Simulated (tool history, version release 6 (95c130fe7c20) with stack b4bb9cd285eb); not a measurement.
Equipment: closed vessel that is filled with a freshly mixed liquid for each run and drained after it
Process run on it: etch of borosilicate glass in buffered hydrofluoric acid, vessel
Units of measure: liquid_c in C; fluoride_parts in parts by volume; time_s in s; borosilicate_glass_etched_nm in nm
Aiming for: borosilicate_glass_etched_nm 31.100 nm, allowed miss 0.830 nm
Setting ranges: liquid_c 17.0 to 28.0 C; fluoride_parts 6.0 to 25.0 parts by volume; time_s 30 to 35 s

run	hour	liquid_c	fluoride_parts	time_s	borosilicate_glass_etched_nm
1	0.0	20.0	15.5	35	22.018
2	2.9	22.0	15.5	35	24.201
3	5.1	22.0	14.0	35	26.985
4	12.6	22.0	14.0	35	26.898
5	20.6	22.0	17.5	35	21.717
6	23.8	22.0	17.5	30	18.441
7	24.5	24.0	16.5	30	22.167
8	30.1	25.0	15.5	30	24.640
# hour 33.7: thermometer replaced
9	33.7	26.0	15.0	30	29.810

Pick the move, out of 5, that brings all results within their allowed miss; only one does.
A	37.3	26.0	17.0	35	?
B	37.3	25.5	16.0	30	?
C	37.3	26.5	17.0	30	?
D	37.3	27.5	17.5	30	?
E	37.3	23.5	14.0	30	?

move	borosilicate_glass_etched_nm
A	31.218
B	27.668
C	27.478
D	28.149
E	28.372
A: all results land within tolerance of their targets
B: the biggest miss grows against the last run
C: the biggest miss grows against the last run
D: the biggest miss grows against the last run
E: the biggest miss grows against the last run
The right move is A.
